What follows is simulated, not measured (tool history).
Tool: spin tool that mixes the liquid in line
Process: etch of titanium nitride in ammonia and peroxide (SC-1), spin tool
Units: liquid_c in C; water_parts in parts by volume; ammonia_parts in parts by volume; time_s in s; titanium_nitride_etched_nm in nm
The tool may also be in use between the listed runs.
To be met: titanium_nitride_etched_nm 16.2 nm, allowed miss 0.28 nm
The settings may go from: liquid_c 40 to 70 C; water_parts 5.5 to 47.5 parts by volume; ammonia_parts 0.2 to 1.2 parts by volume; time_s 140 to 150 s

Run 1, hour 0: liquid_c 56 C, water_parts 26.5 parts by volume, ammonia_parts 0.9 parts by volume, time_s 140 s. Result: titanium_nitride_etched_nm 8.6291 nm.
Run 2, hour 5.2: liquid_c 58 C, water_parts 26.5 parts by volume, ammonia_parts 0.9 parts by volume, time_s 140 s. Result: titanium_nitride_etched_nm 9.9591 nm.
Run 3, hour 14.2: liquid_c 58 C, water_parts 31.5 parts by volume, ammonia_parts 0.9 parts by volume, time_s 140 s. Result: titanium_nitride_etched_nm 9.0193 nm.
Run 4, hour 18.4: liquid_c 58 C, water_parts 31.5 parts by volume, ammonia_parts 0.9 parts by volume, time_s 150 s. Result: titanium_nitride_etched_nm 9.6469 nm.
Run 5, hour 23.1: liquid_c 58 C, water_parts 31.5 parts by volume, ammonia_parts 0.9 parts by volume, time_s 140 s. Result: titanium_nitride_etched_nm 9.09 nm.
Run 6, hour 31.6: liquid_c 62.5 C, water_parts 31.5 parts by volume, ammonia_parts 0.9 parts by volume, time_s 140 s. Result: titanium_nitride_etched_nm 12.153 nm.
Run 7, hour 33.3: liquid_c 62.5 C, water_parts 31.5 parts by volume, ammonia_parts 0.9 parts by volume, time_s 140 s. Result: titanium_nitride_etched_nm 12.149 nm.
Run 8, hour 38.7: liquid_c 63.5 C, water_parts 31.5 parts by volume, ammonia_parts 0.9 parts by volume, time_s 140 s. Result: titanium_nitride_etched_nm 12.827 nm.
Run 9, hour 43.3: liquid_c 64.5 C, water_parts 31.5 parts by volume, ammonia_parts 0.9 parts by volume, time_s 140 s. Result: titanium_nitride_etched_nm 13.7 nm.
Run 10, hour 49.3: liquid_c 65 C, water_parts 31.5 parts by volume, ammonia_parts 0.9 parts by volume, time_s 140 s. Result: titanium_nitride_etched_nm 14.326 nm.
Run 11, hour 51.8: liquid_c 65.5 C, water_parts 31.5 parts by volume, ammonia_parts 0.9 parts by volume, time_s 140 s. Result: titanium_nitride_etched_nm 14.703 nm.
Run 12, hour 59.2: liquid_c 66 C, water_parts 31.5 parts by volume, ammonia_parts 0.9 parts by volume, time_s 140 s. Result: titanium_nitride_etched_nm 15.123 nm.
Run 13, hour 61.2: liquid_c 66.5 C, water_parts 31.5 parts by volume, ammonia_parts 0.9 parts by volume, time_s 140 s. Result: titanium_nitride_etched_nm 15.607 nm.

5 next moves are on the table. One of them brings every result within its allowed miss. Which?
Run A, hour 63.2: liquid_c 65.5 C, water_parts 32 parts by volume, ammonia_parts 0.95 parts by volume, time_s 140 s. Result: titanium_nitride_etched_nm ?.
Run B, hour 63.2: liquid_c 66.5 C, water_parts 29 parts by volume, ammonia_parts 0.95 parts by volume, time_s 145 s. Result: titanium_nitride_etched_nm ?.
Run C, hour 63.2: liquid_c 66 C, water_parts 27 parts by volume, ammonia_parts 0.8 parts by volume, time_s 145 s. Result: titanium_nitride_etched_nm ?.
Run D, hour 63.2: liquid_c 67 C, water_parts 31.5 parts by volume, ammonia_parts 0.9 parts by volume, time_s 140 s. Result: titanium_nitride_etched_nm ?.
Run E, hour 63.2: liquid_c 65 C, water_parts 28.5 parts by volume, ammonia_parts 1.1 parts by volume, time_s 150 s. Result: titanium_nitride_etched_nm ?.

move  titanium_nitride_etched_nm
   A                      14.632
   B                      17.065
   C                      16.681
   D                       16.07
   E                      16.644
A: further off than the last run
B: takes the result that was furthest off past its target
C: takes the result that was furthest off past its target
D: meets every target
E: takes the result that was furthest off past its target
The right move is D.

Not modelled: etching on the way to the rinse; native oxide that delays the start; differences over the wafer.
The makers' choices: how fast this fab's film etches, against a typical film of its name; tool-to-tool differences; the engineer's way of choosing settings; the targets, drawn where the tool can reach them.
